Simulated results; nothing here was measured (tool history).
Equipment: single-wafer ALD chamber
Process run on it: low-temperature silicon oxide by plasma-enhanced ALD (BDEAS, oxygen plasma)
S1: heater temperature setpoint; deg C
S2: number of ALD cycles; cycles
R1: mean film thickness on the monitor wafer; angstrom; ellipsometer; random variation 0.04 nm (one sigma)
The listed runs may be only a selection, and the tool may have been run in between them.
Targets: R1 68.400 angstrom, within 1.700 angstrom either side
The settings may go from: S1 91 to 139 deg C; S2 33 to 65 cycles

run,day,S1,S2,R1
1,0.000,115,49,75.744
2,0.304,115,48,73.716
3,0.421,107,48,76.381
4,0.733,97,48,77.963
5,0.967,97,55,89.344
6,1.212,97,50,81.804
7,1.488,99,49,80.133
8,1.588,102,48,77.038
9,1.658,104,47,74.790
10,1.846,105,46,73.326
11,2.129,106,46,73.988
12,2.225,107,45,71.448
13,2.292,108,45,70.395

Next run, 4 choices. One meets every target within its allowed miss, the rest don't. Which?
A,2.358,106,43,?
B,2.358,109,46,?
C,2.358,100,47,?
D,2.358,113,46,?

move,R1
A,68.354
B,72.676
C,75.874
D,72.079
A: all results in spec
B: lands further from the targets than the last run did
C: lands further from the targets than the last run did
D: lands further from the targets than the last run did
So the answer is move A, the one that meets all the targets.

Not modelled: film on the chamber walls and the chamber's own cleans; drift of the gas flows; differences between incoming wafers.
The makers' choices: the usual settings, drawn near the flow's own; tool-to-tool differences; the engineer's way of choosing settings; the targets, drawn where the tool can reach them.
